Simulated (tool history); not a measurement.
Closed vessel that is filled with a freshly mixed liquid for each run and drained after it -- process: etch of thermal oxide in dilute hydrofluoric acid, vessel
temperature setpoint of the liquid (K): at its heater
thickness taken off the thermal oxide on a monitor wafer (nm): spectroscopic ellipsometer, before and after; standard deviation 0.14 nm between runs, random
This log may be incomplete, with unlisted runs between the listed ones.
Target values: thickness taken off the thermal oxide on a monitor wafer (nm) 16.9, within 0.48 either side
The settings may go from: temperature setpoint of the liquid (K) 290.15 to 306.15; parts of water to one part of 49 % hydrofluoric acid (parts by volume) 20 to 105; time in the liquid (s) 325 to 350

run	hour	temperature setpoint of the liquid (K)	parts of water to one part of 49 % hydrofluoric acid (parts by volume)	time in the liquid (s)	thickness taken off the thermal oxide on a monitor wafer (nm)
1	0	298.15	55	325	33.472
2	1.2	296.15	55	325	30.732
3	10.4	296.15	55	350	33.285
4	15	295.15	60	350	28.848
5	23.7	295.15	45	350	38.724
6	32.2	295.15	45	325	36.437
7	35.1	291.15	70	325	19.189
8	36.6	290.65	75	325	17.698

Which one of the following 5 next-run settings gets every result inside its allowed miss? There is exactly one.
A	38.1	290.15	85	340	?
B	38.1	290.15	75	325	?
C	38.1	290.15	85	350	?
D	38.1	291.65	90	340	?
E	38.1	294.15	95	335	?

move	thickness taken off the thermal oxide on a monitor wafer (nm)
A	15.588
B	17.068
C	16.046
D	15.6
E	16.057
A: moves the result that the last run missed by most past its target, out the other side
B: in spec on every target
C: moves the result that the last run missed by most past its target, out the other side
D: moves the result that the last run missed by most past its target, out the other side
E: moves the result that the last run missed by most past its target, out the other side
So the answer is move B, the one that meets all the targets.
